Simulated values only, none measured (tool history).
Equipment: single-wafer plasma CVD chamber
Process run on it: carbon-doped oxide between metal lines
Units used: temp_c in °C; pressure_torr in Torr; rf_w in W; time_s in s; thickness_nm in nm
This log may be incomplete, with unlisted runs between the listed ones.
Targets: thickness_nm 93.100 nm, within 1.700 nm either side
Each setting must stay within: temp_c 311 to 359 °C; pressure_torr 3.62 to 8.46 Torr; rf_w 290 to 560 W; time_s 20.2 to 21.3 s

run,day,temp_c,pressure_torr,rf_w,time_s,thickness_nm
1,0.000,335,6.04,425,21.3,111.530
2,0.250,337,5.88,415,21.3,108.350
3,0.479,342,5.88,415,21.3,106.800
4,0.817,342,5.88,415,21.3,106.320
5,1.042,344,5.74,410,21.3,105.280
# day 1.304: capacitance manometer re-zeroed and calibrated
6,1.304,345,5.68,400,21.3,104.130
7,1.408,346,5.66,390,21.3,102.480
8,1.675,347,5.63,380,21.3,100.840
9,1.938,348,5.59,370,21.3,99.828
10,2.058,349,5.55,365,21.3,97.865

Which of these 5 next moves meets every target?
A,2.179,342,4.82,360,20.2,?
B,2.179,354,5.37,425,21.3,?
C,2.179,333,5.87,360,21.3,?
D,2.179,351,4.32,370,20.2,?
E,2.179,350,4.06,370,20.2,?

move,thickness_nm
A,92.365
B,103.390
C,103.130
D,89.576
E,89.124
A: every result lands within tolerance
B: its largest miss is bigger than the last run's
C: its largest miss is bigger than the last run's
D: the result that was furthest off in the last run now lies on the other side of its target
E: the result that was furthest off in the last run now lies on the other side of its target
The right move is A.

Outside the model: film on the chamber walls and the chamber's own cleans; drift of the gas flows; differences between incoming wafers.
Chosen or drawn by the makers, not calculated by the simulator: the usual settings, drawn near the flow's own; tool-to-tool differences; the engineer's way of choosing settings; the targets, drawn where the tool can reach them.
